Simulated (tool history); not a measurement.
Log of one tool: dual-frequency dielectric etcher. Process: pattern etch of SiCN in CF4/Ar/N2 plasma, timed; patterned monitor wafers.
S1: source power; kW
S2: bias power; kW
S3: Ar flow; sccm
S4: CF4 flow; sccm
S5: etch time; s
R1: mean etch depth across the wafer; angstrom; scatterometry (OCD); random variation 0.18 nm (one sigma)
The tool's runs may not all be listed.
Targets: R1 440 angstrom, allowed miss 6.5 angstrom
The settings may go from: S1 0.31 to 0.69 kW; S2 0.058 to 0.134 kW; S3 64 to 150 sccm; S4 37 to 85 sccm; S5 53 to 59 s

Run 1, hour 0: S1 0.5 kW, S2 0.096 kW, S3 107 sccm, S4 61 sccm, S5 59 s. Result: R1 619.89 angstrom.
Run 2, hour 6.6: S1 0.5 kW, S2 0.096 kW, S3 96 sccm, S4 61 sccm, S5 59 s. Result: R1 623.74 angstrom.
Run 3, hour 7.3: S1 0.5 kW, S2 0.083 kW, S3 96 sccm, S4 61 sccm, S5 59 s. Result: R1 598.1 angstrom.
Run 4, hour 10.1: S1 0.45 kW, S2 0.083 kW, S3 96 sccm, S4 61 sccm, S5 59 s. Result: R1 540.41 angstrom.
Run 5, hour 14.8: S1 0.45 kW, S2 0.083 kW, S3 115 sccm, S4 61 sccm, S5 59 s. Result: R1 522.22 angstrom.
Run 6, hour 18.9: S1 0.43 kW, S2 0.083 kW, S3 115 sccm, S4 61 sccm, S5 59 s. Result: R1 498.31 angstrom.
Run 7, hour 21.6: S1 0.41 kW, S2 0.083 kW, S3 115 sccm, S4 61 sccm, S5 59 s. Result: R1 481.97 angstrom.
Run 8, hour 28.1: S1 0.4 kW, S2 0.083 kW, S3 115 sccm, S4 61 sccm, S5 59 s. Result: R1 464.71 angstrom.
Run 9, hour 35.2: S1 0.39 kW, S2 0.083 kW, S3 115 sccm, S4 61 sccm, S5 59 s. Result: R1 455.08 angstrom.

5 next moves are on the table. One of them brings every result within its allowed miss. Which?
Run A, hour 42.3: S1 0.4 kW, S2 0.076 kW, S3 115 sccm, S4 61 sccm, S5 59 s. Result: R1 ?.
Run B, hour 42.3: S1 0.46 kW, S2 0.074 kW, S3 117 sccm, S4 55 sccm, S5 55 s. Result: R1 ?.
Run C, hour 42.3: S1 0.4 kW, S2 0.07 kW, S3 111 sccm, S4 60 sccm, S5 58.5 s. Result: R1 ?.
Run D, hour 42.3: S1 0.39 kW, S2 0.089 kW, S3 118 sccm, S4 61 sccm, S5 54.5 s. Result: R1 ?.
Run E, hour 42.3: S1 0.41 kW, S2 0.081 kW, S3 101 sccm, S4 55 sccm, S5 58 s. Result: R1 ?.

move      R1
   A  451.89
   B  464.94
   C  437.69
   D  427.88
   E  466.56
A: nearer than the last run, and not there yet
B: further off than the last run
C: meets every target
D: takes the result that was furthest off past its target
E: further off than the last run
Move C is the one to make.

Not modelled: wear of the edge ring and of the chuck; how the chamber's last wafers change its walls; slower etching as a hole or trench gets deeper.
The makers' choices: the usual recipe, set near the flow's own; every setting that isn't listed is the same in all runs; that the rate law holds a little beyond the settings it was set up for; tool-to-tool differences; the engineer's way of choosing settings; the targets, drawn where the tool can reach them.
